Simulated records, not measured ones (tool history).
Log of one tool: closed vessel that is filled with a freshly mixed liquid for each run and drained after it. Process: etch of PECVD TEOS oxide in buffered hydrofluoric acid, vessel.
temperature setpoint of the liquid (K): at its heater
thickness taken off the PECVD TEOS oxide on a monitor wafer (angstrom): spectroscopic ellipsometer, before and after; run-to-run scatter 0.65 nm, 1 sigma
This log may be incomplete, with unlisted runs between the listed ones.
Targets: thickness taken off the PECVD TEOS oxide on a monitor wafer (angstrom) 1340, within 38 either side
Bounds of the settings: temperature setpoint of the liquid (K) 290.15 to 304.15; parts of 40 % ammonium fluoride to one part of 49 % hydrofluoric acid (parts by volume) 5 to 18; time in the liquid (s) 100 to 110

run,hour,temperature setpoint of the liquid (K),parts of 40 % ammonium fluoride to one part of 49 % hydrofluoric acid (parts by volume),time in the liquid (s),thickness taken off the PECVD TEOS oxide on a monitor wafer (angstrom)
1,0,296.15,11,100,2067.1
2,6.1,295.15,11,100,1952.2
3,14.8,295.15,11,110,2151.9
4,19,294.15,11.5,110,1944.5
5,25.7,293.65,11.5,110,1873.1
6,29,293.15,11.5,110,1828.8
7,36.2,292.65,11.5,110,1790.6
8,43.5,292.15,12,110,1660.2
9,49.6,291.65,12,110,1621.5
10,57,290.65,12.5,110,1477.2

Next run, 5 choices. One meets every target within its allowed miss, the rest don't. Which?
A,64.4,290.65,11.5,110,?
B,64.4,291.15,11.5,105,?
C,64.4,292.65,14,100,?
D,64.4,290.15,11,105,?
E,64.4,290.15,10,100,?

move,thickness taken off the PECVD TEOS oxide on a monitor wafer (angstrom)
A,1611.6
B,1582.7
C,1353
D,1561.5
E,1631.9
A: misses by more than the last run did
B: misses by more than the last run did
C: hits every target within its allowed miss
D: misses by more than the last run did
E: misses by more than the last run did
Correct choice: C, which meets every target
